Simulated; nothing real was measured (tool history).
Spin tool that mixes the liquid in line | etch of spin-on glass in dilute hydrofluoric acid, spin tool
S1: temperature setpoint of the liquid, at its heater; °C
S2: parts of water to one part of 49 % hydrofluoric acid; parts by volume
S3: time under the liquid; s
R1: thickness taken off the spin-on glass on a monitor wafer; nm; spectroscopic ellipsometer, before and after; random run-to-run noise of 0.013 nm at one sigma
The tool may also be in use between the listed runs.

run,hour,S1,S2,S3,R1
1,0.0,25.0,255,70,7.4293
2,1.9,25.0,255,70,7.4122
3,9.1,22.5,275,70,6.2131
4,18.0,21.0,290,70,5.4962
5,19.9,21.0,290,70,5.4704
6,24.6,21.0,220,70,7.7332
7,25.6,20.0,255,70,6.2167

Expected results for the next run?
8,30.3,20.0,255,70,?

R1: 6.1930 nm
